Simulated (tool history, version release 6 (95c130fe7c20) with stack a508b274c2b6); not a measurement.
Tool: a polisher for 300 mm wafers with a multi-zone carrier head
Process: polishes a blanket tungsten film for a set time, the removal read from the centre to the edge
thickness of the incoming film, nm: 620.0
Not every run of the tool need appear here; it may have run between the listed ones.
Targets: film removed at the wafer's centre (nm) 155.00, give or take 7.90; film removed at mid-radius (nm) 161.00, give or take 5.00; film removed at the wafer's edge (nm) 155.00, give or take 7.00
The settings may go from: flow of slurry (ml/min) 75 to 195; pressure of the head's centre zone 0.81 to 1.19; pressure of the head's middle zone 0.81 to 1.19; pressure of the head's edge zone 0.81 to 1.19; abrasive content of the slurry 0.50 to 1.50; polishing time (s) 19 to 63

| run | hour | flow of slurry (ml/min) | pressure of the head's centre zone | pressure of the head's middle zone | pressure of the head's edge zone | abrasive content of the slurry | polishing time (s) | film removed at the wafer's centre (nm) | film removed at mid-radius (nm) | film removed at the wafer's edge (nm) |
|---|---|---|---|---|---|---|---|---|---|---|
| 1 | 0.0 | 125 | 1.00 | 1.00 | 1.00 | 1.00 | 41 | 184.46 | 184.65 | 178.14 |
| 2 | 5.3 | 125 | 1.07 | 1.00 | 1.00 | 1.00 | 41 | 204.79 | 182.68 | 177.25 |
| 3 | 11.2 | 125 | 1.07 | 0.95 | 1.00 | 1.00 | 41 | 194.63 | 175.53 | 177.73 |
| 4 | 18.7 | 155 | 1.07 | 0.95 | 1.00 | 1.00 | 41 | 211.13 | 183.82 | 180.01 |
| 5 | 23.4 | 155 | 1.02 | 0.95 | 1.00 | 1.00 | 41 | 196.67 | 182.52 | 179.30 |
| 6 | 27.2 | 145 | 1.00 | 0.94 | 0.96 | 0.95 | 41 | 189.35 | 177.68 | 170.42 |
| 7 | 28.1 | 135 | 0.97 | 0.93 | 0.95 | 0.90 | 41 | 177.38 | 169.21 | 165.85 |
| 8 | 35.2 | 130 | 0.95 | 0.93 | 0.94 | 0.90 | 41 | 173.81 | 166.76 | 166.65 |

Of the 4 settings listed for the next run, only one would bring every result within its allowed miss of target. Which one?
| A | 42.3 | 125 | 0.92 | 0.98 | 0.99 | 0.85 | 39 | ? | ? | ? |
| B | 42.3 | 90 | 0.81 | 0.89 | 0.92 | 0.75 | 49 | ? | ? | ? |
| C | 42.3 | 100 | 1.00 | 0.81 | 0.88 | 1.40 | 41 | ? | ? | ? |
| D | 42.3 | 110 | 0.96 | 0.83 | 1.01 | 0.85 | 45 | ? | ? | ? |

| move | film removed at the wafer's centre (nm) | film removed at mid-radius (nm) | film removed at the wafer's edge (nm) |
|---|---|---|---|
| A | 154.17 | 162.82 | 153.04 |
| B | 149.96 | 168.06 | 170.01 |
| C | 197.76 | 165.20 | 176.49 |
| D | 180.18 | 159.51 | 175.24 |
A: all results land within tolerance of their targets
B: brings the last run's worst result on target, with another outside its allowed miss
C: lands further from the targets than the last run did
D: lands further from the targets than the last run did
A is the move that brings every result within its allowed miss.
